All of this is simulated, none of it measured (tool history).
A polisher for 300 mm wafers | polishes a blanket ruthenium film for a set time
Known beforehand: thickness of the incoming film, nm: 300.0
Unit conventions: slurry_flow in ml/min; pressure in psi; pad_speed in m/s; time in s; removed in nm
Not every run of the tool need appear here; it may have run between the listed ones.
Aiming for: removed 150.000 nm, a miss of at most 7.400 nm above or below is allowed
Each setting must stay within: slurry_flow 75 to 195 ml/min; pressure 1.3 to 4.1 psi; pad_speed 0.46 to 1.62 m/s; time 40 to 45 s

run    day  slurry_flow  pressure  pad_speed  time  removed
  1  0.000          125       2.7       1.04    45   81.198
  2  0.346          125       2.9       1.06    45   87.240
  3  0.671          125       2.9       1.06    40   79.717
  4  0.875          125       2.9       1.06    45   92.192
  5  1.067          125       2.9       0.96    45   81.783
  6  1.388          125       2.9       0.96    40   72.243
  7  1.475          135       3.6       1.24    41  117.620
  8  1.504          135       3.7       1.26    41  126.020
  9  1.583          135       3.8       1.26    41  130.880
 10  1.671          135       4.0       1.28    41  133.160

Which of these 5 next moves meets every target?
  A  1.758          155       3.9       1.06    40        ?
  B  1.758          165       3.4       1.22    40        ?
  C  1.758          110       3.8       1.40    40        ?
  D  1.758          120       4.1       1.30    40        ?
  E  1.758          125       4.0       1.34    44        ?

move  removed
   A  108.870
   B  110.480
   C  130.470
   D  133.010
   E  148.350
A: further off than the last run
B: further off than the last run
C: further off than the last run
D: roughly where the last run was
E: every result lands within tolerance
E meets every target.
